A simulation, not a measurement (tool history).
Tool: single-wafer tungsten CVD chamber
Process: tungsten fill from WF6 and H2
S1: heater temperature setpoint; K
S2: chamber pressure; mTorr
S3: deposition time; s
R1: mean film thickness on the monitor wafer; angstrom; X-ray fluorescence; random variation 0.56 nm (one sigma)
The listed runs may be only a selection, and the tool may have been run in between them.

Run 1, hour 0: S1 668.15 K, S2 51200 mTorr, S3 18.2 s. Result: R1 599.41 angstrom.
Run 2, hour 7.7: S1 668.15 K, S2 51200 mTorr, S3 18.2 s. Result: R1 602.88 angstrom.
Run 3, hour 11.5: S1 668.15 K, S2 51200 mTorr, S3 17.3 s. Result: R1 564.37 angstrom.
Run 4, hour 17.2: S1 668.15 K, S2 44900 mTorr, S3 17.3 s. Result: R1 513.08 angstrom.
Run 5, hour 22.2: S1 671.15 K, S2 46300 mTorr, S3 17.3 s. Result: R1 557.94 angstrom.
Run 6, hour 30.6: S1 671.15 K, S2 54100 mTorr, S3 17.3 s. Result: R1 625.9 angstrom.
Run 7, hour 38.4: S1 674.15 K, S2 54400 mTorr, S3 17.3 s. Result: R1 665.08 angstrom.
Run 8, hour 46.6: S1 676.15 K, S2 54700 mTorr, S3 17.3 s. Result: R1 695.51 angstrom.

The next listed run, before its measurement:
Run 9, hour 54.4: S1 688.15 K, S2 55600 mTorr, S3 17.3 s. Result: R1 ?.

{"run 9": {"R1": 879.74}}

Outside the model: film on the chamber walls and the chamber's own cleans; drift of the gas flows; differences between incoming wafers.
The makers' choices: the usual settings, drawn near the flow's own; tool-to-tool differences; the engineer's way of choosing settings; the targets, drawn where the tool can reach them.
